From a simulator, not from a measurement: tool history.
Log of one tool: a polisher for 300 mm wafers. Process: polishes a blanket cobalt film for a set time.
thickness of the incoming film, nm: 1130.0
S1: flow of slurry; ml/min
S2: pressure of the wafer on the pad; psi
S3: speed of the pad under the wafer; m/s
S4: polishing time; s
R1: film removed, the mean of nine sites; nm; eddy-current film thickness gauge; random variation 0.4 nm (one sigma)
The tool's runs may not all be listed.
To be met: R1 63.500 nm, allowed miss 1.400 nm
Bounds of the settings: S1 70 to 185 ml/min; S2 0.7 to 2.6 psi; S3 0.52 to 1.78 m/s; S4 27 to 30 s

Run 1, hour 0.0: S1 120 ml/min, S2 1.6 psi, S3 1.14 m/s, S4 30 s. Result: R1 112.020 nm.
Run 2, hour 3.2: S1 110 ml/min, S2 1.3 psi, S3 1.14 m/s, S4 30 s. Result: R1 90.442 nm.
Run 3, hour 5.5: S1 100 ml/min, S2 1.1 psi, S3 1.14 m/s, S4 30 s. Result: R1 76.494 nm.
Run 4, hour 6.4: S1 100 ml/min, S2 1.3 psi, S3 1.14 m/s, S4 30 s. Result: R1 89.896 nm.
Run 5, hour 8.7: S1 100 ml/min, S2 1.1 psi, S3 1.14 m/s, S4 30 s. Result: R1 75.820 nm.
Run 6, hour 10.8: S1 95 ml/min, S2 1.0 psi, S3 1.14 m/s, S4 30 s. Result: R1 69.362 nm.
Run 7, hour 13.4: S1 90 ml/min, S2 1.0 psi, S3 1.14 m/s, S4 30 s. Result: R1 68.458 nm.
Run 8, hour 18.7: S1 85 ml/min, S2 1.0 psi, S3 1.14 m/s, S4 30 s. Result: R1 68.201 nm.
Run 9, hour 23.4: S1 80 ml/min, S2 1.0 psi, S3 1.14 m/s, S4 30 s. Result: R1 66.664 nm.
Run 10, hour 31.6: S1 75 ml/min, S2 1.0 psi, S3 1.14 m/s, S4 30 s. Result: R1 65.893 nm.
Run 11, hour 34.9: S1 70 ml/min, S2 1.0 psi, S3 1.14 m/s, S4 30 s. Result: R1 65.545 nm.

Which of these 5 next moves meets every target?
Run A, hour 38.2: S1 70 ml/min, S2 0.8 psi, S3 1.38 m/s, S4 29 s. Result: R1 ?.
Run B, hour 38.2: S1 80 ml/min, S2 1.0 psi, S3 1.12 m/s, S4 27 s. Result: R1 ?.
Run C, hour 38.2: S1 70 ml/min, S2 1.0 psi, S3 1.10 m/s, S4 30 s. Result: R1 ?.
Run D, hour 38.2: S1 75 ml/min, S2 1.3 psi, S3 1.02 m/s, S4 27 s. Result: R1 ?.
Run E, hour 38.2: S1 90 ml/min, S2 1.1 psi, S3 1.14 m/s, S4 27 s. Result: R1 ?.

move      R1
   A  60.670
   B  59.824
   C  63.968
   D  70.389
   E  67.856
A: takes the result that was furthest off past its target
B: takes the result that was furthest off past its target
C: meets every target
D: further off than the last run
E: further off than the last run
The right move is C.

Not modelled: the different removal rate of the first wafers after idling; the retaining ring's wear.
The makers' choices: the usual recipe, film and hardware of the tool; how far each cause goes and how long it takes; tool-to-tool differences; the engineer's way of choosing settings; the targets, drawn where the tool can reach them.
